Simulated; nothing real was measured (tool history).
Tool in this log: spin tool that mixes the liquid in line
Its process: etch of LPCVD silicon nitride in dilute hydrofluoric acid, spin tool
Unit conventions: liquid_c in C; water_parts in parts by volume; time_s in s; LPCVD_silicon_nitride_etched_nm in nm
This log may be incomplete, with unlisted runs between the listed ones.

run,hour,liquid_c,water_parts,time_s,LPCVD_silicon_nitride_etched_nm
1,0,25,100,320,2.3912
2,7.5,24.5,100,320,2.2018
3,13.9,24.5,100,320,2.2546
4,18.5,24.5,65,320,3.3199
5,23.5,26,65,320,3.6588
6,25.5,23,65,320,3.3034
7,27.9,22.5,75,320,2.6829

Estimate the outcome of run 8 from the log above:
8,36.6,22,80,320,?

LPCVD_silicon_nitride_etched_nm: 2.2455 nm

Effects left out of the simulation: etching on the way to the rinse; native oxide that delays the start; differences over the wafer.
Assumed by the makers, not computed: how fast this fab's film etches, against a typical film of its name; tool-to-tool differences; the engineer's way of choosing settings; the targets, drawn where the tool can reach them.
